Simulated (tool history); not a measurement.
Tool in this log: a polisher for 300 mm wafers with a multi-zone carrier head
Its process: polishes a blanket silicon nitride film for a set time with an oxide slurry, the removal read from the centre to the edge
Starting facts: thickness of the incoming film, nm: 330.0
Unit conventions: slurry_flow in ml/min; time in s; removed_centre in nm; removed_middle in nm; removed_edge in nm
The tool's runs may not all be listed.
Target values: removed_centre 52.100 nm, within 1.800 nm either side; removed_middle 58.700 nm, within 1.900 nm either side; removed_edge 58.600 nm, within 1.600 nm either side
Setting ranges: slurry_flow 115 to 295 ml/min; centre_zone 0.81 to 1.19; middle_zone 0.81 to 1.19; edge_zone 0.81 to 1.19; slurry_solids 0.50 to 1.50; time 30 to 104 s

{"run": 1, "hour": 0.0, "slurry_flow": 190, "centre_zone": 1.0, "middle_zone": 1.0, "edge_zone": 1.0, "slurry_solids": 1.0, "time": 67, "removed_centre": 46.186, "removed_middle": 46.922, "removed_edge": 47.802}
{"run": 2, "hour": 1.4, "slurry_flow": 190, "centre_zone": 1.07, "middle_zone": 1.0, "edge_zone": 1.0, "slurry_solids": 1.0, "time": 67, "removed_centre": 49.71, "removed_middle": 46.772, "removed_edge": 48.023}
{"run": 3, "hour": 4.8, "slurry_flow": 155, "centre_zone": 1.07, "middle_zone": 1.0, "edge_zone": 1.0, "slurry_solids": 1.0, "time": 67, "removed_centre": 48.136, "removed_middle": 45.389, "removed_edge": 46.072}
{"run": 4, "hour": 9.2, "slurry_flow": 180, "centre_zone": 1.06, "middle_zone": 1.03, "edge_zone": 1.04, "slurry_solids": 1.0, "time": 67, "removed_centre": 48.823, "removed_middle": 47.266, "removed_edge": 47.722}
{"run": 5, "hour": 12.8, "slurry_flow": 180, "centre_zone": 1.06, "middle_zone": 1.03, "edge_zone": 1.04, "slurry_solids": 1.0, "time": 55, "removed_centre": 40.651, "removed_middle": 38.886, "removed_edge": 39.309}
{"run": 6, "hour": 15.8, "slurry_flow": 180, "centre_zone": 1.06, "middle_zone": 1.09, "edge_zone": 1.04, "slurry_solids": 1.0, "time": 55, "removed_centre": 40.446, "removed_middle": 40.242, "removed_edge": 39.082}
{"run": 7, "hour": 19.2, "slurry_flow": 195, "centre_zone": 1.04, "middle_zone": 1.1, "edge_zone": 1.07, "slurry_solids": 1.1, "time": 56, "removed_centre": 42.537, "removed_middle": 43.954, "removed_edge": 42.468}
{"run": 8, "hour": 28.2, "slurry_flow": 210, "centre_zone": 1.02, "middle_zone": 1.1, "edge_zone": 1.1, "slurry_solids": 1.2, "time": 57, "removed_centre": 44.405, "removed_middle": 46.681, "removed_edge": 46.131}
{"run": 9, "hour": 34.5, "slurry_flow": 220, "centre_zone": 1.01, "middle_zone": 1.11, "edge_zone": 1.12, "slurry_solids": 1.25, "time": 58, "removed_centre": 46.363, "removed_middle": 48.535, "removed_edge": 48.613}
{"run": 10, "hour": 35.8, "slurry_flow": 235, "centre_zone": 0.94, "middle_zone": 1.19, "edge_zone": 1.19, "slurry_solids": 1.5, "time": 61, "removed_centre": 48.65, "removed_middle": 57.661, "removed_edge": 57.295}
{"run": 11, "hour": 37.9, "slurry_flow": 240, "centre_zone": 0.95, "middle_zone": 1.19, "edge_zone": 1.19, "slurry_solids": 1.5, "time": 61, "removed_centre": 49.981, "removed_middle": 57.684, "removed_edge": 57.115}
{"run": 12, "hour": 44.8, "slurry_flow": 245, "centre_zone": 0.95, "middle_zone": 1.19, "edge_zone": 1.19, "slurry_solids": 1.5, "time": 61, "removed_centre": 49.234, "removed_middle": 58.911, "removed_edge": 56.833}

Consider the 4 candidate settings below. Which is the only one whose results all fall within their allowed miss of target?
{"run": "A", "hour": 51.7, "slurry_flow": 290, "centre_zone": 0.97, "middle_zone": 1.18, "edge_zone": 1.19, "slurry_solids": 1.45, "time": 62, "removed_centre": "?", "removed_middle": "?", "removed_edge": "?"}
{"run": "B", "hour": 51.7, "slurry_flow": 265, "centre_zone": 0.91, "middle_zone": 1.19, "edge_zone": 1.17, "slurry_solids": 1.5, "time": 59, "removed_centre": "?", "removed_middle": "?", "removed_edge": "?"}
{"run": "C", "hour": 51.7, "slurry_flow": 240, "centre_zone": 1.05, "middle_zone": 1.12, "edge_zone": 1.15, "slurry_solids": 1.5, "time": 64, "removed_centre": "?", "removed_middle": "?", "removed_edge": "?"}
{"run": "D", "hour": 51.7, "slurry_flow": 200, "centre_zone": 1.0, "middle_zone": 1.17, "edge_zone": 1.19, "slurry_solids": 1.5, "time": 69, "removed_centre": "?", "removed_middle": "?", "removed_edge": "?"}

move=A removed_centre=51.399 removed_middle=60.183 removed_edge=58.288
move=B removed_centre=45.935 removed_middle=57.739 removed_edge=55.244
move=C removed_centre=56.781 removed_middle=59.590 removed_edge=58.894
move=D removed_centre=56.640 removed_middle=64.306 removed_edge=63.369
A: meets every target
B: the biggest miss grows against the last run
C: pushes the last run's worst result past its target
D: pushes the last run's worst result past its target
A is the move that brings every result within its allowed miss.
